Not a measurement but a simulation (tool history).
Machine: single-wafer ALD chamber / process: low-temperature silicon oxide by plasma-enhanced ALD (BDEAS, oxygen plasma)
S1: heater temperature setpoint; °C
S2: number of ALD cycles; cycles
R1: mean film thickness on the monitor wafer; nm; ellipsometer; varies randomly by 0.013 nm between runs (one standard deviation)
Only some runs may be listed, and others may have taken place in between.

run 1 day=0 | S1=110 S2=21 | R1=3.3287
run 2 day=0.058 | S1=118 S2=21 | R1=3.2707
run 3 day=0.088 | S1=116 S2=22 | R1=3.4242
run 4 day=0.117 | S1=116 S2=19 | R1=2.9721
run 5 day=0.467 | S1=116 S2=17 | R1=2.6568
run 6 day=0.588 | S1=116 S2=18 | R1=2.8034

Predict the results of run 7:
run 7 day=0.867 | S1=116 S2=18 | R1=?

Run 7 produced R1 2.8098 nm.
